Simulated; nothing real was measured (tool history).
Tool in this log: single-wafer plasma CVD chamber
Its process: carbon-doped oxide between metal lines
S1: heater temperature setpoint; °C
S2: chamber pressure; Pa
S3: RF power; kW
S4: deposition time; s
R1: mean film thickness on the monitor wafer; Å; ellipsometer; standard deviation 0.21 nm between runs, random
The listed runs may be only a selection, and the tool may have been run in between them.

run 1 hour=0 | S1=370 S2=693 S3=0.535 S4=22.3 | R1=1132.3
run 2 hour=3.5 | S1=370 S2=693 S3=0.535 S4=22.3 | R1=1129.2
run 3 hour=5.7 | S1=359 S2=693 S3=0.535 S4=22.3 | R1=1151.7
run 4 hour=13.7 | S1=359 S2=788 S3=0.535 S4=22.3 | R1=1169.9
run 5 hour=17.7 | S1=359 S2=780 S3=0.495 S4=22 | R1=1100.4
run 6 hour=18.8 | S1=359 S2=780 S3=0.495 S4=22.3 | R1=1110.5
run 7 hour=23.8 | S1=359 S2=773 S3=0.465 S4=22.1 | R1=1062.5
run 8 hour=31.4 | S1=362 S2=685 S3=0.38 S4=21.7 | R1=873.82

For run 9, what comes out?
run 9 hour=33.8 | S1=362 S2=711 S3=0.39 S4=21.7 | R1=?

{"run 9": {"R1": 893.15}}
